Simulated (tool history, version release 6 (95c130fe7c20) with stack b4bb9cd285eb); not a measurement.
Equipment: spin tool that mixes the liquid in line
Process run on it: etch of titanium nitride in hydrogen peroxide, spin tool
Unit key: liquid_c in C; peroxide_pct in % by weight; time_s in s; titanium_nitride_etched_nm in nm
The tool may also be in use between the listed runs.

run    day  liquid_c  peroxide_pct  time_s  titanium_nitride_etched_nm
  1  0.000      48.0          23.5     275                     10.1840
  2  0.062      48.0          23.5     275                     10.1540
  3  0.400      48.0          27.5     275                     10.4500
  4  0.529      48.0          25.0     275                     10.3250
  5  0.717      48.0          21.0     275                      9.9205
  6  0.967      42.0          21.0     275                      6.2821

Run 7, settings as shown, results not yet in. Your forecast:
  7  1.271      44.5          21.0     275                           ?

{"run 7": {"titanium_nitride_etched_nm": 7.5989}}
